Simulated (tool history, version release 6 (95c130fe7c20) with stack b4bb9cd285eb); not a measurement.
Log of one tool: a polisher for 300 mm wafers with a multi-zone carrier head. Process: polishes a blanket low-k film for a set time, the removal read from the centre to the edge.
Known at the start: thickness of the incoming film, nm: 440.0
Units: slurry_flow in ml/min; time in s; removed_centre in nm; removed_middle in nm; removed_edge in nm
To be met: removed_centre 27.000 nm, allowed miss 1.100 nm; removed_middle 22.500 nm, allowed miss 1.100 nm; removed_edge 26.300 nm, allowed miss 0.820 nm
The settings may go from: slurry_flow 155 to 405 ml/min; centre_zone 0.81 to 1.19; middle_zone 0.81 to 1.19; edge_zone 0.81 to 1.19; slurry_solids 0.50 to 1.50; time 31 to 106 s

Run 1, day 0.000: slurry_flow 260 ml/min, centre_zone 1.00, middle_zone 1.00, edge_zone 1.00, slurry_solids 1.00, time 68 s. Result: removed_centre 27.432 nm, removed_middle 27.135 nm, removed_edge 28.005 nm.
Run 2, day 0.296: slurry_flow 260 ml/min, centre_zone 1.00, middle_zone 1.07, edge_zone 1.00, slurry_solids 1.00, time 68 s. Result: removed_centre 27.238 nm, removed_middle 28.994 nm, removed_edge 27.664 nm.
Run 3, day 0.617: slurry_flow 255 ml/min, centre_zone 1.01, middle_zone 1.01, edge_zone 0.99, slurry_solids 0.95, time 68 s. Result: removed_centre 26.891 nm, removed_middle 26.701 nm, removed_edge 26.696 nm.
Run 4, day 0.754: slurry_flow 230 ml/min, centre_zone 1.01, middle_zone 1.01, edge_zone 0.99, slurry_solids 0.95, time 68 s. Result: removed_centre 26.061 nm, removed_middle 26.169 nm, removed_edge 26.409 nm.
Run 5, day 1.071: slurry_flow 230 ml/min, centre_zone 1.01, middle_zone 1.01, edge_zone 0.99, slurry_solids 0.75, time 68 s. Result: removed_centre 21.898 nm, removed_middle 21.428 nm, removed_edge 22.127 nm.
Run 6, day 1.321: slurry_flow 255 ml/min, centre_zone 1.03, middle_zone 0.99, edge_zone 1.03, slurry_solids 0.75, time 68 s. Result: removed_centre 22.144 nm, removed_middle 21.875 nm, removed_edge 22.740 nm.
Run 7, day 1.608: slurry_flow 265 ml/min, centre_zone 1.06, middle_zone 0.95, edge_zone 1.04, slurry_solids 0.80, time 68 s. Result: removed_centre 24.496 nm, removed_middle 22.531 nm, removed_edge 23.894 nm.
Run 8, day 1.683: slurry_flow 275 ml/min, centre_zone 1.07, middle_zone 0.92, edge_zone 1.06, slurry_solids 0.80, time 68 s. Result: removed_centre 24.973 nm, removed_middle 21.691 nm, removed_edge 24.464 nm.
Run 9, day 2.000: slurry_flow 290 ml/min, centre_zone 1.08, middle_zone 0.91, edge_zone 1.07, slurry_solids 0.80, time 68 s. Result: removed_centre 25.963 nm, removed_middle 21.785 nm, removed_edge 24.453 nm.
Run 10, day 2.071: slurry_flow 285 ml/min, centre_zone 1.07, middle_zone 0.90, edge_zone 1.16, slurry_solids 0.90, time 68 s. Result: removed_centre 27.467 nm, removed_middle 23.137 nm, removed_edge 28.077 nm.
Run 11, day 2.371: slurry_flow 280 ml/min, centre_zone 1.07, middle_zone 0.90, edge_zone 1.14, slurry_solids 0.90, time 68 s. Result: removed_centre 27.668 nm, removed_middle 23.431 nm, removed_edge 27.639 nm.
Run 12, day 2.408: slurry_flow 275 ml/min, centre_zone 1.07, middle_zone 0.89, edge_zone 1.13, slurry_solids 0.90, time 68 s. Result: removed_centre 27.529 nm, removed_middle 23.395 nm, removed_edge 27.731 nm.
Run 13, day 2.542: slurry_flow 275 ml/min, centre_zone 1.07, middle_zone 0.89, edge_zone 1.12, slurry_solids 0.90, time 68 s. Result: removed_centre 27.274 nm, removed_middle 23.432 nm, removed_edge 27.628 nm.
Run 14, day 2.858: slurry_flow 275 ml/min, centre_zone 1.08, middle_zone 0.89, edge_zone 1.11, slurry_solids 0.90, time 68 s. Result: removed_centre 27.874 nm, removed_middle 23.503 nm, removed_edge 27.243 nm.

Which of these 5 next moves meets every target?
Run A, day 3.175: slurry_flow 255 ml/min, centre_zone 1.05, middle_zone 0.87, edge_zone 1.07, slurry_solids 0.80, time 67 s. Result: removed_centre ?, removed_middle ?, removed_edge ?.
Run B, day 3.175: slurry_flow 265 ml/min, centre_zone 1.10, middle_zone 0.90, edge_zone 1.14, slurry_solids 1.20, time 54 s. Result: removed_centre ?, removed_middle ?, removed_edge ?.
Run C, day 3.175: slurry_flow 265 ml/min, centre_zone 1.17, middle_zone 0.92, edge_zone 1.08, slurry_solids 0.95, time 65 s. Result: removed_centre ?, removed_middle ?, removed_edge ?.
Run D, day 3.175: slurry_flow 265 ml/min, centre_zone 1.15, middle_zone 1.00, edge_zone 1.09, slurry_solids 1.15, time 58 s. Result: removed_centre ?, removed_middle ?, removed_edge ?.
Run E, day 3.175: slurry_flow 285 ml/min, centre_zone 0.97, middle_zone 0.87, edge_zone 1.19, slurry_solids 0.85, time 70 s. Result: removed_centre ?, removed_middle ?, removed_edge ?.

move  removed_centre  removed_middle  removed_edge
   A          24.332          20.807        23.988
   B          27.109          22.726        26.274
   C          30.190          24.213        26.742
   D          29.785          26.055        26.927
   E          25.027          23.154        28.090
A: takes the result that was furthest off past its target
B: meets every target
C: brings the result that was furthest off to its target, and leaves another outside
D: brings the result that was furthest off to its target, and leaves another outside
E: further off than the last run
Move B is the one to make.
